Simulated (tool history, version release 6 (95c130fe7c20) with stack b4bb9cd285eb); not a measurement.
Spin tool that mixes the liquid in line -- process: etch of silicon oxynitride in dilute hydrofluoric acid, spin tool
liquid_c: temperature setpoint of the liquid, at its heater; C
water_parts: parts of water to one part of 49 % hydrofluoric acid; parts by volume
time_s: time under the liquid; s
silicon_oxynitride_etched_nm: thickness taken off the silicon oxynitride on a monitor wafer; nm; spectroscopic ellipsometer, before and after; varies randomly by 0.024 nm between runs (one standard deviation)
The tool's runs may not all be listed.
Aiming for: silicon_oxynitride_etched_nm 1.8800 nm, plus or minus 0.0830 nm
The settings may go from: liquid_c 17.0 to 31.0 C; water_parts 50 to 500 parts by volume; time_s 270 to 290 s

run	day	liquid_c	water_parts	time_s	silicon_oxynitride_etched_nm
1	0.000	23.0	275	270	3.9910
2	0.350	21.5	310	270	3.2592
3	0.558	21.5	390	270	2.4079
4	0.879	21.5	390	270	2.4921
5	1.042	20.5	400	270	2.2554
6	1.200	22.5	400	270	2.4509
7	1.238	21.0	405	270	2.2872
8	1.579	20.0	410	270	2.1440
9	1.854	19.5	415	270	2.0562
10	2.154	19.5	415	270	2.1095
11	2.246	19.0	420	270	2.0404

Exercise: of the 4 proposed moves below, exactly one satisfies all targets within the stated allowed misses. Which move is it?
A	2.338	19.0	420	280	?
B	2.338	19.5	480	285	?
C	2.338	17.0	470	275	?
D	2.338	21.0	390	270	?

move	silicon_oxynitride_etched_nm
A	2.1097
B	1.8589
C	1.6565
D	2.4252
A: the biggest miss grows against the last run
B: all results land within tolerance of their targets
C: carries the result that was furthest off beyond its target, to the other side
D: the biggest miss grows against the last run
Go with B: it meets all targets.
